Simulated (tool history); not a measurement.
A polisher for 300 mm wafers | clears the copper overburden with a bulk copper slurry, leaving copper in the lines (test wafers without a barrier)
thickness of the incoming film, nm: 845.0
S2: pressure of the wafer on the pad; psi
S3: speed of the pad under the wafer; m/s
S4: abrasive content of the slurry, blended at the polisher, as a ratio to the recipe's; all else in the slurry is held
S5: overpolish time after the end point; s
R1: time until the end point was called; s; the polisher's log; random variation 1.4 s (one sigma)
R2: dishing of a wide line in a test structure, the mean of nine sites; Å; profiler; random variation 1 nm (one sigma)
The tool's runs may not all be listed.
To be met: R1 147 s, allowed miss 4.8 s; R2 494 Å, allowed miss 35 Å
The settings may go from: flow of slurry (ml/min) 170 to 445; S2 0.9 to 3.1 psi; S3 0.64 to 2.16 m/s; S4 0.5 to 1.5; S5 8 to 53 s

{"run": 1, "hour": 0.0, "flow of slurry (ml/min)": 285, "S2": 2, "S3": 1.4, "S4": 1, "S5": 27, "R1": 97.816, "R2": 1065}
{"run": 2, "hour": 1.5, "flow of slurry (ml/min)": 285, "S2": 1.6, "S3": 1.46, "S4": 1, "S5": 21, "R1": 116.71, "R2": 794.3}
{"run": 3, "hour": 5.7, "flow of slurry (ml/min)": 285, "S2": 1.6, "S3": 1.8, "S4": 1, "S5": 21, "R1": 95.857, "R2": 945.09}
{"run": 4, "hour": 6.8, "flow of slurry (ml/min)": 295, "S2": 1.4, "S3": 1.74, "S4": 1.05, "S5": 17, "R1": 110.4, "R2": 703.33}
{"run": 5, "hour": 12.4, "flow of slurry (ml/min)": 295, "S2": 1.4, "S3": 1.74, "S4": 1.2, "S5": 17, "R1": 108.42, "R2": 733.43}
{"run": 6, "hour": 13.9, "flow of slurry (ml/min)": 295, "S2": 1.7, "S3": 1.74, "S4": 1.2, "S5": 17, "R1": 89.524, "R2": 866.07}
{"run": 7, "hour": 20.6, "flow of slurry (ml/min)": 295, "S2": 1.4, "S3": 1.72, "S4": 1.2, "S5": 15, "R1": 108.32, "R2": 677.24}
{"run": 8, "hour": 24.4, "flow of slurry (ml/min)": 295, "S2": 1.2, "S3": 1.7, "S4": 1.2, "S5": 15, "R1": 128.64, "R2": 616.1}
{"run": 9, "hour": 27.2, "flow of slurry (ml/min)": 295, "S2": 1.1, "S3": 1.7, "S4": 1.2, "S5": 13, "R1": 139.11, "R2": 512.49}
{"run": 10, "hour": 34.0, "flow of slurry (ml/min)": 290, "S2": 1.1, "S3": 1.7, "S4": 1.2, "S5": 13, "R1": 138.96, "R2": 493.77}
{"run": 11, "hour": 39.2, "flow of slurry (ml/min)": 280, "S2": 1.1, "S3": 1.7, "S4": 1.2, "S5": 14, "R1": 139.45, "R2": 518.7}

4 next moves are on the table. One of them brings every result within its allowed miss. Which?
{"run": "A", "hour": 44.4, "flow of slurry (ml/min)": 375, "S2": 1.1, "S3": 1.56, "S4": 1.25, "S5": 14, "R1": "?", "R2": "?"}
{"run": "B", "hour": 44.4, "flow of slurry (ml/min)": 300, "S2": 1.1, "S3": 1.84, "S4": 1.2, "S5": 13, "R1": "?", "R2": "?"}
{"run": "C", "hour": 44.4, "flow of slurry (ml/min)": 285, "S2": 1.2, "S3": 1.74, "S4": 1.1, "S5": 15, "R1": "?", "R2": "?"}
{"run": "D", "hour": 44.4, "flow of slurry (ml/min)": 300, "S2": 1, "S3": 1.66, "S4": 0.95, "S5": 18, "R1": "?", "R2": "?"}

move=A R1=145.93 R2=527.36
move=B R1=129.83 R2=543.64
move=C R1=129.06 R2=610.06
move=D R1=165.01 R2=568.79
A: meets every target
B: further off than the last run
C: further off than the last run
D: takes the result that was furthest off past its target
The right move is A.

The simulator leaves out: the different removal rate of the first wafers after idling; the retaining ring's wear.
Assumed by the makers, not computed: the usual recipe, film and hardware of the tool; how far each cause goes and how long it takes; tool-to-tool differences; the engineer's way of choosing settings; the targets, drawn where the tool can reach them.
